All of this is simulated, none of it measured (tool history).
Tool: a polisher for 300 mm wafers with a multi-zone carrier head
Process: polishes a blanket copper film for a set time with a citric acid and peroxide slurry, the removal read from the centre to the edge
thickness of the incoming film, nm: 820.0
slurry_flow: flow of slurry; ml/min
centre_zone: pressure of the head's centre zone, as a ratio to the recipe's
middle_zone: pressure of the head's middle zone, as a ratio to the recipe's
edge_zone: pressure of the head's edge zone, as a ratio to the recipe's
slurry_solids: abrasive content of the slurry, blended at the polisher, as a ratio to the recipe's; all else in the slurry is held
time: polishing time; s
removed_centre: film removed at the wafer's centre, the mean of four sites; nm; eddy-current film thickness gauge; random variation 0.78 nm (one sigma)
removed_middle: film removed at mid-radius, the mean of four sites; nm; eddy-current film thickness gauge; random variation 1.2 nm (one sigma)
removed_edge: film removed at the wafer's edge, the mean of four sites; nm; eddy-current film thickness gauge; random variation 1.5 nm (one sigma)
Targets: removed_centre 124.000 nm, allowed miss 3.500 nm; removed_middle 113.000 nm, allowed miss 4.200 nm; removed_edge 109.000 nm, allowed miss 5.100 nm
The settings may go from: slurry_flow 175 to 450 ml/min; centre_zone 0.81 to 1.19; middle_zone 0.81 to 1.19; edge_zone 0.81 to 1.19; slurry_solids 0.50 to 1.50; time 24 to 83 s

{"run": 1, "day": 0.0, "slurry_flow": 290, "centre_zone": 1.0, "middle_zone": 1.0, "edge_zone": 1.0, "slurry_solids": 1.0, "time": 53, "removed_centre": 89.585, "removed_middle": 85.313, "removed_edge": 90.568}
{"run": 2, "day": 0.208, "slurry_flow": 290, "centre_zone": 1.0, "middle_zone": 1.06, "edge_zone": 1.0, "slurry_solids": 1.0, "time": 53, "removed_centre": 89.554, "removed_middle": 87.795, "removed_edge": 89.751}
{"run": 3, "day": 0.275, "slurry_flow": 290, "centre_zone": 1.0, "middle_zone": 1.06, "edge_zone": 1.03, "slurry_solids": 1.0, "time": 53, "removed_centre": 90.449, "removed_middle": 89.084, "removed_edge": 87.822}
{"run": 4, "day": 0.467, "slurry_flow": 290, "centre_zone": 0.92, "middle_zone": 1.06, "edge_zone": 1.03, "slurry_solids": 1.0, "time": 53, "removed_centre": 83.006, "removed_middle": 88.388, "removed_edge": 89.875}
{"run": 5, "day": 0.517, "slurry_flow": 290, "centre_zone": 0.92, "middle_zone": 1.06, "edge_zone": 1.09, "slurry_solids": 1.0, "time": 53, "removed_centre": 83.161, "removed_middle": 89.253, "removed_edge": 93.4}
{"run": 6, "day": 0.658, "slurry_flow": 295, "centre_zone": 0.95, "middle_zone": 1.07, "edge_zone": 1.1, "slurry_solids": 1.1, "time": 53, "removed_centre": 88.017, "removed_middle": 93.412, "removed_edge": 93.742}
{"run": 7, "day": 0.921, "slurry_flow": 300, "centre_zone": 0.97, "middle_zone": 1.06, "edge_zone": 1.11, "slurry_solids": 1.15, "time": 54, "removed_centre": 93.564, "removed_middle": 95.556, "removed_edge": 98.447}
{"run": 8, "day": 1.221, "slurry_flow": 350, "centre_zone": 1.07, "middle_zone": 1.16, "edge_zone": 1.15, "slurry_solids": 1.35, "time": 55, "removed_centre": 112.53, "removed_middle": 112.79, "removed_edge": 110.5}

Which of these 5 next moves meets every target?
{"run": "A", "day": 1.521, "slurry_flow": 390, "centre_zone": 0.96, "middle_zone": 1.15, "edge_zone": 1.19, "slurry_solids": 1.5, "time": 52, "removed_centre": "?", "removed_middle": "?", "removed_edge": "?"}
{"run": "B", "day": 1.521, "slurry_flow": 240, "centre_zone": 1.14, "middle_zone": 1.13, "edge_zone": 1.03, "slurry_solids": 1.2, "time": 62, "removed_centre": "?", "removed_middle": "?", "removed_edge": "?"}
{"run": "C", "day": 1.521, "slurry_flow": 405, "centre_zone": 0.98, "middle_zone": 1.19, "edge_zone": 1.18, "slurry_solids": 1.25, "time": 55, "removed_centre": "?", "removed_middle": "?", "removed_edge": "?"}
{"run": "D", "day": 1.521, "slurry_flow": 405, "centre_zone": 1.07, "middle_zone": 1.19, "edge_zone": 1.16, "slurry_solids": 1.45, "time": 51, "removed_centre": "?", "removed_middle": "?", "removed_edge": "?"}
{"run": "E", "day": 1.521, "slurry_flow": 295, "centre_zone": 0.88, "middle_zone": 1.19, "edge_zone": 1.19, "slurry_solids": 1.35, "time": 56, "removed_centre": "?", "removed_middle": "?", "removed_edge": "?"}

move=A removed_centre=98.768 removed_middle=107.350 removed_edge=109.910
move=B removed_centre=124.810 removed_middle=112.850 removed_edge=110.230
move=C removed_centre=101.370 removed_middle=111.070 removed_edge=109.810
move=D removed_centre=107.340 removed_middle=107.600 removed_edge=105.480
move=E removed_centre=92.117 removed_middle=112.870 removed_edge=112.680
A: further off than the last run
B: meets every target
C: further off than the last run
D: further off than the last run
E: further off than the last run
Answer: B
